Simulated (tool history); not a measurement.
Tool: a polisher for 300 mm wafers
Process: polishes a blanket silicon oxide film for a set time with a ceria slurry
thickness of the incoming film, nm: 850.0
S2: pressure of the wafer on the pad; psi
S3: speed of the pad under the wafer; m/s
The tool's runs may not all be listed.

Run 1, hour 0: flow of slurry (ml/min) 170, S2 3.7 psi, S3 0.84 m/s, polishing time (s) 55. Result: film removed (nm) 282.24.
Run 2, hour 3.2: flow of slurry (ml/min) 170, S2 3.7 psi, S3 0.72 m/s, polishing time (s) 55. Result: film removed (nm) 245.18.
Run 3, hour 5.7: flow of slurry (ml/min) 170, S2 4.1 psi, S3 0.72 m/s, polishing time (s) 55. Result: film removed (nm) 272.97.
Run 4, hour 9.1: flow of slurry (ml/min) 170, S2 4.4 psi, S3 0.72 m/s, polishing time (s) 55. Result: film removed (nm) 291.1.
Run 5, hour 12.7: flow of slurry (ml/min) 170, S2 4.7 psi, S3 0.74 m/s, polishing time (s) 55. Result: film removed (nm) 317.6.
Run 6, hour 17.7: flow of slurry (ml/min) 170, S2 4 psi, S3 0.74 m/s, polishing time (s) 55. Result: film removed (nm) 269.18.
Run 7, hour 24.9: flow of slurry (ml/min) 170, S2 4.4 psi, S3 0.76 m/s, polishing time (s) 55. Result: film removed (nm) 304.35.
Run 8, hour 29.7: flow of slurry (ml/min) 170, S2 4.7 psi, S3 0.78 m/s, polishing time (s) 55. Result: film removed (nm) 329.78.
Run 9, hour 33.6: flow of slurry (ml/min) 170, S2 4.9 psi, S3 0.8 m/s, polishing time (s) 55. Result: film removed (nm) 362.81.
Run 10, hour 36.5: flow of slurry (ml/min) 170, S2 5.1 psi, S3 0.8 m/s, polishing time (s) 55. Result: film removed (nm) 367.11.
Run 11, hour 38.5: flow of slurry (ml/min) 170, S2 5.2 psi, S3 0.82 m/s, polishing time (s) 55. Result: film removed (nm) 375.57.
Run 12, hour 39.2: flow of slurry (ml/min) 170, S2 5.3 psi, S3 0.84 m/s, polishing time (s) 55. Result: film removed (nm) 399.42.
Run 13, hour 44.6: flow of slurry (ml/min) 170, S2 5.3 psi, S3 0.84 m/s, polishing time (s) 55. Result: film removed (nm) 401.27.

Run 14 comes next. What will it give?
Run 14, hour 47.2: flow of slurry (ml/min) 170, S2 5.4 psi, S3 0.84 m/s, polishing time (s) 55. Result: film removed (nm) ?.

Run 14 gave film removed (nm) 403.01.

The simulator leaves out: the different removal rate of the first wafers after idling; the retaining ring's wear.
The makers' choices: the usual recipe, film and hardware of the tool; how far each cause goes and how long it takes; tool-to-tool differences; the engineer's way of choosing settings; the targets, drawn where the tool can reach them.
